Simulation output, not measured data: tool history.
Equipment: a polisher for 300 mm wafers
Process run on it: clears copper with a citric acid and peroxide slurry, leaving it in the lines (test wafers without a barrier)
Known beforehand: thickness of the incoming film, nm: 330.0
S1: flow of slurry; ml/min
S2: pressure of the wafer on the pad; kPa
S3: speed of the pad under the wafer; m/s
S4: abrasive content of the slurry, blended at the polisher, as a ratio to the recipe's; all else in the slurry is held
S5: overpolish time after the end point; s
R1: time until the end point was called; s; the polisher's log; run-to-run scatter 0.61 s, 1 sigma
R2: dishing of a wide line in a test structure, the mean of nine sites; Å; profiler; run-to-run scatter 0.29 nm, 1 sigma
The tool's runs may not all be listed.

| run | day | S1 | S2 | S3 | S4 | S5 | R1 | R2 |
|---|---|---|---|---|---|---|---|---|
| 1 | 0 | 290 | 24.8 | 1.42 | 1 | 21 | 90.776 | 500.95 |
| 2 | 0.112 | 290 | 24.8 | 1.42 | 1.15 | 21 | 89.159 | 500.72 |
| 3 | 0.142 | 345 | 24.8 | 1.42 | 1.15 | 21 | 87.8 | 504.93 |
| 4 | 0.417 | 345 | 24.8 | 1.42 | 1.15 | 26 | 87.83 | 601.25 |
| 5 | 0.783 | 375 | 24.1 | 1.48 | 1.25 | 20 | 86.255 | 493.12 |
| 6 | 1.029 | 395 | 24.8 | 1.48 | 1.3 | 16 | 83.878 | 422.84 |
| 7 | 1.283 | 410 | 25.5 | 1.46 | 1.35 | 13 | 82.188 | 363.49 |
| 8 | 1.5 | 410 | 25.5 | 1.46 | 1.35 | 13 | 80.382 | 357.8 |
| 9 | 1.546 | 420 | 26.9 | 1.4 | 1.4 | 11 | 79.733 | 320.05 |
| 10 | 1.738 | 420 | 27.6 | 1.38 | 1.45 | 10 | 78.977 | 285.74 |

What will run 11 give?
| 11 | 1.896 | 420 | 28.3 | 1.36 | 1.45 | 9 | ? | ? |

{"run 11": {"R1": 78.18, "R2": 266.84}}
